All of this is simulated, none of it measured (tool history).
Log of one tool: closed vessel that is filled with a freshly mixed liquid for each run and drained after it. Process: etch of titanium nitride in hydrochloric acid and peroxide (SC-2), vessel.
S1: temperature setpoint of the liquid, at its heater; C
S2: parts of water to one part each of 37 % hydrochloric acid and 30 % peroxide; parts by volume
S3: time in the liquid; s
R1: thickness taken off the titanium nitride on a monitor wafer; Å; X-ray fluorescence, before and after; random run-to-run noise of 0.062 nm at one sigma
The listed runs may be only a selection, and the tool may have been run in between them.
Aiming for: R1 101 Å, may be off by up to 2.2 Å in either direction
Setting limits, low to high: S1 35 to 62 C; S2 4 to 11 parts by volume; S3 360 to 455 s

Run 1, day 0: S1 46 C, S2 6 parts by volume, S3 455 s. Result: R1 107.66 Å.
Run 2, day 0.208: S1 51 C, S2 6 parts by volume, S3 455 s. Result: R1 150.11 Å.
Run 3, day 0.462: S1 51 C, S2 4.5 parts by volume, S3 455 s. Result: R1 186.3 Å.
Run 4, day 0.55: S1 51 C, S2 4 parts by volume, S3 455 s. Result: R1 203.05 Å.
At day 0.675: chemicals flow meter replaced.
Run 5, day 0.675: S1 56.5 C, S2 4 parts by volume, S3 455 s. Result: R1 310.58 Å.
Run 6, day 0.971: S1 54 C, S2 4 parts by volume, S3 455 s. Result: R1 264.7 Å.
Run 7, day 1.038: S1 50.5 C, S2 4 parts by volume, S3 455 s. Result: R1 207.55 Å.
Run 8, day 1.321: S1 47.5 C, S2 4 parts by volume, S3 455 s. Result: R1 170.36 Å.
Run 9, day 1.542: S1 45.5 C, S2 4 parts by volume, S3 455 s. Result: R1 147.07 Å.
Run 10, day 1.908: S1 45.5 C, S2 4 parts by volume, S3 455 s. Result: R1 149.88 Å.
Run 11, day 2.121: S1 44 C, S2 4 parts by volume, S3 455 s. Result: R1 134.4 Å.
Run 12, day 2.4: S1 43 C, S2 4 parts by volume, S3 455 s. Result: R1 124.19 Å.
Run 13, day 2.512: S1 42 C, S2 4 parts by volume, S3 455 s. Result: R1 115.88 Å.
Run 14, day 2.6: S1 41.5 C, S2 4 parts by volume, S3 455 s. Result: R1 114.71 Å.
Run 15, day 2.812: S1 41 C, S2 4 parts by volume, S3 455 s. Result: R1 109.03 Å.
Run 16, day 2.892: S1 40.5 C, S2 4 parts by volume, S3 455 s. Result: R1 105.88 Å.

Which of these 5 next moves meets every target?
Run A, day 2.971: S1 43.5 C, S2 5 parts by volume, S3 430 s. Result: R1 ?.
Run B, day 2.971: S1 42 C, S2 4.5 parts by volume, S3 455 s. Result: R1 ?.
Run C, day 2.971: S1 43.5 C, S2 4 parts by volume, S3 395 s. Result: R1 ?.
Run D, day 2.971: S1 42 C, S2 4 parts by volume, S3 420 s. Result: R1 ?.
Run E, day 2.971: S1 42.5 C, S2 4 parts by volume, S3 380 s. Result: R1 ?.

move      R1
   A  104.98
   B  107.74
   C  112.51
   D  107.74
   E  100.95
A: moves toward the targets from the last run without getting all of them in spec
B: misses by more than the last run did
C: misses by more than the last run did
D: misses by more than the last run did
E: every result within its allowed miss
Move E is the one to make.
